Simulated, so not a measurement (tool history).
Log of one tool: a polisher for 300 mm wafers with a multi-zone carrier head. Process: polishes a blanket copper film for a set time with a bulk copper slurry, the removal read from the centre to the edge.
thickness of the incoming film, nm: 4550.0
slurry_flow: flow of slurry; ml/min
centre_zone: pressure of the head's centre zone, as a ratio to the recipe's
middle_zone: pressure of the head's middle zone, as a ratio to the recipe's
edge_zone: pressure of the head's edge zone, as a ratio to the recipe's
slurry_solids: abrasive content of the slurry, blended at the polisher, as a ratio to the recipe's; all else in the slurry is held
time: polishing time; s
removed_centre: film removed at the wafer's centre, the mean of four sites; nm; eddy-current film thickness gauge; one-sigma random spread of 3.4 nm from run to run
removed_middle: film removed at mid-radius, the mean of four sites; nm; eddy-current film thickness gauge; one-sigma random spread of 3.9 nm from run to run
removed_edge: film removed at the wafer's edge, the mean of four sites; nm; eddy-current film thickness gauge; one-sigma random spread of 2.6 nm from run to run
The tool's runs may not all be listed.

run	day	slurry_flow	centre_zone	middle_zone	edge_zone	slurry_solids	time	removed_centre	removed_middle	removed_edge
1	0	200	1	1	1	1	37	285.36	277.2	280.96
2	0.104	215	1.02	1.04	1.03	1.1	38	302.99	305.66	296.45
3	0.442	215	1.02	1.04	1.03	1.15	38	311.72	310.87	304.28
4	0.479	225	1.04	1.06	1.05	1.2	39	324.26	328.27	317.73
5	0.633	225	1.04	1.06	1.05	1.2	47	392.46	398.63	382.87
6	0.712	270	1.04	1.06	1.05	1.2	47	402.25	402.13	393.07
7	0.808	270	1.05	1.07	1.05	1.2	47	406.78	403.99	388.51
8	0.983	270	1.06	1.08	1.05	1.2	47	407.69	410.07	392.06

Forecast run 9:
9	1.012	270	1.07	1.09	1.05	1.2	47	?	?	?

{"run 9": {"removed_centre": 414.81, "removed_middle": 409.49, "removed_edge": 387.44}}
